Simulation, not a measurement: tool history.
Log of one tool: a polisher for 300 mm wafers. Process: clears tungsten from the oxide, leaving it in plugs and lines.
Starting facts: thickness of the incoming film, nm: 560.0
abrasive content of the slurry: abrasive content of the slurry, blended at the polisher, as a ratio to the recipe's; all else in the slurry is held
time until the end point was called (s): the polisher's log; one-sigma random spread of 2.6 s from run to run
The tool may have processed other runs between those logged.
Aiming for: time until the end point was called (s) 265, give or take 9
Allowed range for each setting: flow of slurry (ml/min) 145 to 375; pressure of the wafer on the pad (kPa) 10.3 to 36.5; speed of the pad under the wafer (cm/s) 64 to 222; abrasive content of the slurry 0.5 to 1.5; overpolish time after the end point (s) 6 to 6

| run | hour | flow of slurry (ml/min) | pressure of the wafer on the pad (kPa) | speed of the pad under the wafer (cm/s) | abrasive content of the slurry | overpolish time after the end point (s) | time until the end point was called (s) |
|---|---|---|---|---|---|---|---|
| 1 | 0 | 240 | 23.4 | 142 | 1 | 6 | 103.71 |
| 2 | 3.6 | 240 | 23.4 | 142 | 1.15 | 6 | 100.04 |
| 3 | 6.4 | 240 | 23.4 | 142 | 0.95 | 6 | 102.4 |
| 4 | 12.6 | 235 | 20 | 128 | 0.95 | 6 | 131.69 |
| 5 | 17.8 | 235 | 22.1 | 128 | 0.95 | 6 | 121.65 |
| 6 | 18.3 | 230 | 18.6 | 116 | 0.95 | 6 | 154.64 |
| 7 | 26.1 | 225 | 11.7 | 88 | 0.95 | 6 | 316.67 |
| 8 | 33.3 | 225 | 12.4 | 88 | 0.95 | 6 | 296.21 |
| 9 | 34.7 | 225 | 13.1 | 88 | 0.95 | 6 | 277.78 |

Which one of the following 4 next-run settings gets every result inside its allowed miss? There is exactly one.
| A | 36.1 | 195 | 14.5 | 86 | 0.95 | 6 | ? |
| B | 36.1 | 220 | 10.3 | 108 | 0.85 | 6 | ? |
| C | 36.1 | 215 | 14.5 | 72 | 1.1 | 6 | ? |
| D | 36.1 | 180 | 13.8 | 84 | 0.75 | 6 | ? |

| move | time until the end point was called (s) |
|---|---|
| A | 264.71 |
| B | 297.98 |
| C | 296.4 |
| D | 296.56 |
A: in spec on every target
B: the biggest miss grows against the last run
C: the biggest miss grows against the last run
D: the biggest miss grows against the last run
Correct choice: A, which meets every target

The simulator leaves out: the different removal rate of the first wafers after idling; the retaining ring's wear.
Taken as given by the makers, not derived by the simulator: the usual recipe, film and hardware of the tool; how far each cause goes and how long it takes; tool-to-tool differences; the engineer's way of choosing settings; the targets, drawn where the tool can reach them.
